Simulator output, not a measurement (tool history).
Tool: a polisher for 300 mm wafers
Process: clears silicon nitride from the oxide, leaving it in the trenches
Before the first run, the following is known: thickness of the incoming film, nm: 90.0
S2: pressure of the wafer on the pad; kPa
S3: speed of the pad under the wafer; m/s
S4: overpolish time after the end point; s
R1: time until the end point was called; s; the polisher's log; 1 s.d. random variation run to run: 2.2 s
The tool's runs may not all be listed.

Run 1, hour 0: flow of slurry (ml/min) 225, S2 15.2 kPa, S3 1.08 m/s, S4 6 s. Result: R1 111.4 s.
Run 2, hour 1.1: flow of slurry (ml/min) 280, S2 15.2 kPa, S3 1.08 m/s, S4 6 s. Result: R1 109.06 s.
Run 3, hour 4.2: flow of slurry (ml/min) 280, S2 17.2 kPa, S3 1.08 m/s, S4 6 s. Result: R1 98.906 s.
Run 4, hour 12.7: flow of slurry (ml/min) 280, S2 17.2 kPa, S3 1.08 m/s, S4 6 s. Result: R1 100.66 s.
Run 5, hour 20.2: flow of slurry (ml/min) 280, S2 17.2 kPa, S3 0.88 m/s, S4 6 s. Result: R1 120.13 s.
Run 6, hour 28.4: flow of slurry (ml/min) 280, S2 15.9 kPa, S3 0.86 m/s, S4 6 s. Result: R1 132.21 s.
Run 7, hour 34.5: flow of slurry (ml/min) 280, S2 15.9 kPa, S3 0.86 m/s, S4 6 s. Result: R1 133.44 s.
Run 8, hour 37: flow of slurry (ml/min) 280, S2 14.5 kPa, S3 0.86 m/s, S4 6 s. Result: R1 144.4 s.
Run 9, hour 44.9: flow of slurry (ml/min) 280, S2 13.8 kPa, S3 0.86 m/s, S4 6 s. Result: R1 149.71 s.

Estimate the outcome of run 10 from the log above:
Run 10, hour 52.5: flow of slurry (ml/min) 280, S2 13.1 kPa, S3 0.86 m/s, S4 6 s. Result: R1 ?.

{"run 10": {"R1": 153.72}}
